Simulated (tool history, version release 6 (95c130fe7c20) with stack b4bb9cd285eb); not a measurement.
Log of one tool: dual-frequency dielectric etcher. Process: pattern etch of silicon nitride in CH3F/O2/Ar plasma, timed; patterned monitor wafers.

run  hour  source power (W)  bias power (W)  etch time (s)  mean etch depth across the wafer (Å)
  1   0.0               440              73           49.5                                368.64
  2   2.3               470              73           49.5                                378.72
  3   3.8               420              69           49.0                                350.77
  4   9.9               380              68           49.0                                333.82
  5  14.4               380              68           49.5                                336.88
  6  16.4               450              68           49.5                                362.75
  7  22.8               400              67           49.5                                343.75
     31.1  -- source power generator calibrated
  8  31.1               370              66           49.5                                325.24

Run 9 comes next. What will it give?
  9  32.3               350              66           49.5                                     ?

{"run 9": {"mean etch depth across the wafer (Å)": 318.9}}
